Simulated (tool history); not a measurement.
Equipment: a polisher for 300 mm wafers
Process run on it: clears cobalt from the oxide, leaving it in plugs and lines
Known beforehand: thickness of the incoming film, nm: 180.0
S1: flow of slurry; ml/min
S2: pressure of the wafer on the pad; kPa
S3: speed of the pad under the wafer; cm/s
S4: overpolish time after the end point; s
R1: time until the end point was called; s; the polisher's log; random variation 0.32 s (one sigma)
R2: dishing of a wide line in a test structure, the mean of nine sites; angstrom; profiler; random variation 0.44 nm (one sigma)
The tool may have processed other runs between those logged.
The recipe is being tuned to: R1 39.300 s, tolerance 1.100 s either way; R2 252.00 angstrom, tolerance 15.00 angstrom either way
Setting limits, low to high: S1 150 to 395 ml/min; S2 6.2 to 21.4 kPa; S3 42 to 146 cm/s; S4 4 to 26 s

run 1 day=0.000 | S1=250 S2=13.8 S3=94 S4=13 | R1=36.536 R2=410.70
run 2 day=0.271 | S1=250 S2=13.8 S3=94 S4=10 | R1=36.292 R2=342.27
run 3 day=0.408 | S1=250 S2=13.8 S3=94 S4=15 | R1=36.559 R2=459.88
run 4 day=0.767 | S1=250 S2=13.8 S3=94 S4=20 | R1=36.354 R2=548.38
run 5 day=1.075 | S1=250 S2=13.8 S3=94 S4=16 | R1=36.210 R2=484.74
run 6 day=1.238 | S1=255 S2=13.8 S3=94 S4=12 | R1=36.070 R2=419.52
run 7 day=1.442 | S1=230 S2=13.8 S3=94 S4=10 | R1=36.611 R2=351.80
run 8 day=1.738 | S1=195 S2=13.1 S3=94 S4=5 | R1=39.682 R2=193.55
run 9 day=1.867 | S1=210 S2=13.1 S3=94 S4=5 | R1=38.650 R2=188.59
run 10 day=2.046 | S1=225 S2=13.1 S3=94 S4=6 | R1=38.479 R2=227.13

Pick the move, out of 4, that brings all results within their allowed miss; only one does.
run A day=2.225 | S1=215 S2=9.7 S3=120 S4=7 | R1=? R2=?
run B day=2.225 | S1=245 S2=17.2 S3=76 S4=8 | R1=? R2=?
run C day=2.225 | S1=245 S2=13.1 S3=92 S4=9 | R1=? R2=?
run D day=2.225 | S1=180 S2=13.1 S3=94 S4=6 | R1=? R2=?

move=A R1=39.102 R2=250.52
move=B R1=36.424 R2=295.07
move=C R1=38.418 R2=310.26
move=D R1=40.002 R2=216.16
A: hits every target within its allowed miss
B: moves the result that the last run missed by most past its target, out the other side
C: moves the result that the last run missed by most past its target, out the other side
D: moves away from the targets compared with the last run
The right move is A.

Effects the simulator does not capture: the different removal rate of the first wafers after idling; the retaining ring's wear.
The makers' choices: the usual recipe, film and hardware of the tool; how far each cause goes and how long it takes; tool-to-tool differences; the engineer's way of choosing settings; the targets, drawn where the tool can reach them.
